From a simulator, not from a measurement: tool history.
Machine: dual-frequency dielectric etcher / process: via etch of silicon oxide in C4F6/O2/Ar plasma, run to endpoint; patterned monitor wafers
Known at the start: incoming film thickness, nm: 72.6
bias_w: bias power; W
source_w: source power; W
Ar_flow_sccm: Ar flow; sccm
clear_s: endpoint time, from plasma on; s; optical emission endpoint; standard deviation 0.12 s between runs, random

run 1 hour=0.0 | bias_w=589 source_w=300 Ar_flow_sccm=352 | clear_s=16.063
run 2 hour=2.9 | bias_w=589 source_w=300 Ar_flow_sccm=302 | clear_s=15.738
run 3 hour=3.6 | bias_w=589 source_w=300 Ar_flow_sccm=245 | clear_s=15.712
run 4 hour=9.3 | bias_w=525 source_w=280 Ar_flow_sccm=247 | clear_s=16.735
run 5 hour=10.7 | bias_w=525 source_w=280 Ar_flow_sccm=310 | clear_s=17.039
run 6 hour=12.9 | bias_w=481 source_w=280 Ar_flow_sccm=311 | clear_s=17.630

Predict the results of run 7:
run 7 hour=21.0 | bias_w=451 source_w=280 Ar_flow_sccm=312 | clear_s=?

{"run 7": {"clear_s": 17.899}}
